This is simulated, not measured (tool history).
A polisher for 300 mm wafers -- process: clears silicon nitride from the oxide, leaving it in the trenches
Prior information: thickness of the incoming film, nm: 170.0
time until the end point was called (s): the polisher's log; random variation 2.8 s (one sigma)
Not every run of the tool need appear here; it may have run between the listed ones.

run  hour  flow of slurry (ml/min)  pressure of the wafer on the pad (psi)  speed of the pad under the wafer (m/s)  overpolish time after the end point (s)  time until the end point was called (s)
  1     0                      200                                     3.4                                    1.28                                       20                                   117.78
  2   4.1                      200                                     3.2                                    1.28                                       20                                   129.02
  3    13                      200                                     3.1                                    1.28                                       20                                   132.47
  4    22                      200                                       3                                    1.28                                       20                                    136.3
  5  28.8                      200                                       3                                    1.52                                       20                                   118.35
     32.8  -- head pressure recalibrated
  6  32.8                      240                                       3                                    1.52                                       20                                   101.72

Expected results for the next run?
  7  33.7                      185                                     2.5                                     1.5                                       20                                        ?

time until the end point was called (s): 132.45

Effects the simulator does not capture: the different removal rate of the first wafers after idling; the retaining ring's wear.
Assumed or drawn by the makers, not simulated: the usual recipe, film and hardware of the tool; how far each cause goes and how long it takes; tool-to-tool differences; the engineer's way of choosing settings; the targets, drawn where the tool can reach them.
